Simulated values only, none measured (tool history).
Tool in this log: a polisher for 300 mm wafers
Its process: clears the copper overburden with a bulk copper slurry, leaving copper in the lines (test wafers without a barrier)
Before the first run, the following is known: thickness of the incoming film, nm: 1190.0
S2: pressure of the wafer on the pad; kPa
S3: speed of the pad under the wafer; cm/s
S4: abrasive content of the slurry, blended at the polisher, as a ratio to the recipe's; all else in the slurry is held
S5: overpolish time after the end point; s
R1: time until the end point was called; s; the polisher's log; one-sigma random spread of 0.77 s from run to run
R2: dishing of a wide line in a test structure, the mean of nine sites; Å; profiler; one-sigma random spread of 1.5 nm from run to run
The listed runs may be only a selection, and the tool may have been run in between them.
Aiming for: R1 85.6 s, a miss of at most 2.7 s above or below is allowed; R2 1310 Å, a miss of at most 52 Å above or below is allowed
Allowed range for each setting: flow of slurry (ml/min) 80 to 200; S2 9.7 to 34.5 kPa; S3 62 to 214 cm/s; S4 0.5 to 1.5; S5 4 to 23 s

{"run": 1, "hour": 0.0, "flow of slurry (ml/min)": 130, "S2": 22.1, "S3": 138, "S4": 1, "S5": 12, "R1": 72.314, "R2": 1043.8}
{"run": 2, "hour": 2.9, "flow of slurry (ml/min)": 125, "S2": 21.4, "S3": 138, "S4": 1, "S5": 14, "R1": 74.472, "R2": 1067.2}
{"run": 3, "hour": 9.2, "flow of slurry (ml/min)": 120, "S2": 20.7, "S3": 136, "S4": 1, "S5": 16, "R1": 79.14, "R2": 1139.9}
{"run": 4, "hour": 11.8, "flow of slurry (ml/min)": 115, "S2": 20.7, "S3": 136, "S4": 1, "S5": 17, "R1": 78.826, "R2": 1182.4}
{"run": 5, "hour": 17.5, "flow of slurry (ml/min)": 115, "S2": 20.7, "S3": 136, "S4": 0.95, "S5": 17, "R1": 80.589, "R2": 1170.5}
{"run": 6, "hour": 18.3, "flow of slurry (ml/min)": 110, "S2": 20.7, "S3": 136, "S4": 0.95, "S5": 18, "R1": 80.818, "R2": 1198.5}
{"run": 7, "hour": 20.8, "flow of slurry (ml/min)": 110, "S2": 20.7, "S3": 136, "S4": 0.95, "S5": 19, "R1": 80.158, "R2": 1233.6}
{"run": 8, "hour": 28.1, "flow of slurry (ml/min)": 105, "S2": 20.7, "S3": 136, "S4": 0.95, "S5": 20, "R1": 81.307, "R2": 1249.8}
{"run": 9, "hour": 32.0, "flow of slurry (ml/min)": 105, "S2": 20.7, "S3": 136, "S4": 0.95, "S5": 21, "R1": 80.538, "R2": 1285.5}
{"run": 10, "hour": 35.0, "flow of slurry (ml/min)": 105, "S2": 20.7, "S3": 136, "S4": 0.95, "S5": 22, "R1": 80.345, "R2": 1324.9}
{"run": 11, "hour": 37.0, "flow of slurry (ml/min)": 105, "S2": 20.7, "S3": 136, "S4": 0.95, "S5": 22, "R1": 81.526, "R2": 1324.8}

Exercise: of the 5 proposed moves below, exactly one satisfies all targets within the stated allowed misses. Which move is it?
{"run": "A", "hour": 39.0, "flow of slurry (ml/min)": 115, "S2": 24.8, "S3": 114, "S4": 0.95, "S5": 20, "R1": "?", "R2": "?"}
{"run": "B", "hour": 39.0, "flow of slurry (ml/min)": 100, "S2": 21.4, "S3": 140, "S4": 1, "S5": 21, "R1": "?", "R2": "?"}
{"run": "C", "hour": 39.0, "flow of slurry (ml/min)": 90, "S2": 20.7, "S3": 148, "S4": 0.65, "S5": 23, "R1": "?", "R2": "?"}
{"run": "D", "hour": 39.0, "flow of slurry (ml/min)": 120, "S2": 22.1, "S3": 138, "S4": 0.9, "S5": 21, "R1": "?", "R2": "?"}
{"run": "E", "hour": 39.0, "flow of slurry (ml/min)": 90, "S2": 20, "S3": 154, "S4": 0.85, "S5": 22, "R1": "?", "R2": "?"}

move=A R1=79.655 R2=1292.1
move=B R1=75.975 R2=1318.3
move=C R1=84.092 R2=1305.2
move=D R1=74.77 R2=1334.4
move=E R1=77.986 R2=1314.6
A: the biggest miss grows against the last run
B: the biggest miss grows against the last run
C: all results land within tolerance of their targets
D: the biggest miss grows against the last run
E: the biggest miss grows against the last run
The move that meets every target is C.
